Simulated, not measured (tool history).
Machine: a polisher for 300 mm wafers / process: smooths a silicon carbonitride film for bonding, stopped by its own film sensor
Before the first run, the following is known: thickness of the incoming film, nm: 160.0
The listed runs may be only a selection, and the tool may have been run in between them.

| run | hour | flow of slurry (ml/min) | pressure of the wafer on the pad (kPa) | speed of the pad under the wafer (m/s) | abrasive content of the slurry | target thickness at which the film sensor stops the polish (Å) | time until the film sensor stopped the polish (s) |
|---|---|---|---|---|---|---|---|
| 1 | 0 | 230 | 15.2 | 0.84 | 1 | 1470 | 64.162 |
| 2 | 4.4 | 230 | 15.2 | 0.72 | 1 | 1470 | 70.21 |
| 3 | 11.8 | 230 | 15.2 | 0.72 | 1 | 1470 | 71.135 |
| 4 | 15.1 | 230 | 15.2 | 0.72 | 1 | 1470 | 72.784 |
| 5 | 23.3 | 230 | 15.2 | 0.8 | 1 | 1470 | 66.743 |
| 6 | 25.7 | 230 | 15.2 | 0.66 | 1 | 1470 | 75.618 |
|  | 28.8 | worn pad replaced by a new one |
| 7 | 28.8 | 230 | 16.5 | 0.68 | 1 | 1470 | 64.346 |
| 8 | 32.1 | 230 | 17.2 | 0.68 | 1 | 1470 | 62.332 |
| 9 | 35.8 | 230 | 17.9 | 0.68 | 1 | 1470 | 61.373 |

The next listed run, before its measurement:
| 10 | 41.5 | 230 | 18.6 | 0.68 | 1 | 1470 | ? |

{"run 10": {"time until the film sensor stopped the polish (s)": 59.348}}
